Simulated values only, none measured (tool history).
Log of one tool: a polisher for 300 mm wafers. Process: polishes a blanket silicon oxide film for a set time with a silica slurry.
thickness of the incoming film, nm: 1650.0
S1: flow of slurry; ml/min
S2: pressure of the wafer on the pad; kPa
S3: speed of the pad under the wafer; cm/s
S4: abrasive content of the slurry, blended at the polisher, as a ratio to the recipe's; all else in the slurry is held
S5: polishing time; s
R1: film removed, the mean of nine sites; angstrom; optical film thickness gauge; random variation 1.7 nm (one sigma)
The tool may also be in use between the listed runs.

Run 1, hour 0.0: S1 300 ml/min, S2 33.8 kPa, S3 156 cm/s, S4 1.0, S5 37 s. Result: R1 1258.0 angstrom.
Run 2, hour 1.2: S1 300 ml/min, S2 33.8 kPa, S3 156 cm/s, S4 1.0, S5 33 s. Result: R1 1118.4 angstrom.
Run 3, hour 8.8: S1 305 ml/min, S2 38.6 kPa, S3 170 cm/s, S4 1.0, S5 33 s. Result: R1 1290.6 angstrom.
Run 4, hour 13.0: S1 305 ml/min, S2 42.1 kPa, S3 188 cm/s, S4 1.1, S5 33 s. Result: R1 1566.5 angstrom.
Run 5, hour 16.6: S1 240 ml/min, S2 42.1 kPa, S3 188 cm/s, S4 1.1, S5 33 s. Result: R1 1542.5 angstrom.
Run 6, hour 24.9: S1 180 ml/min, S2 42.1 kPa, S3 188 cm/s, S4 1.1, S5 33 s. Result: R1 1473.8 angstrom.
Run 7, hour 27.7: S1 220 ml/min, S2 44.8 kPa, S3 202 cm/s, S4 1.1, S5 33 s. Result: R1 1736.4 angstrom.
Run 8, hour 31.9: S1 250 ml/min, S2 46.9 kPa, S3 212 cm/s, S4 1.1, S5 33 s. Result: R1 1895.1 angstrom.
Run 9, hour 39.7: S1 250 ml/min, S2 46.9 kPa, S3 212 cm/s, S4 1.1, S5 33 s. Result: R1 1881.3 angstrom.
Run 10, hour 48.6: S1 250 ml/min, S2 46.9 kPa, S3 212 cm/s, S4 1.1, S5 33 s. Result: R1 1877.7 angstrom.

Forecast run 11:
Run 11, hour 54.8: S1 250 ml/min, S2 46.9 kPa, S3 212 cm/s, S4 1.1, S5 33 s. Result: R1 ?.

{"run 11": {"R1": 1885.2}}
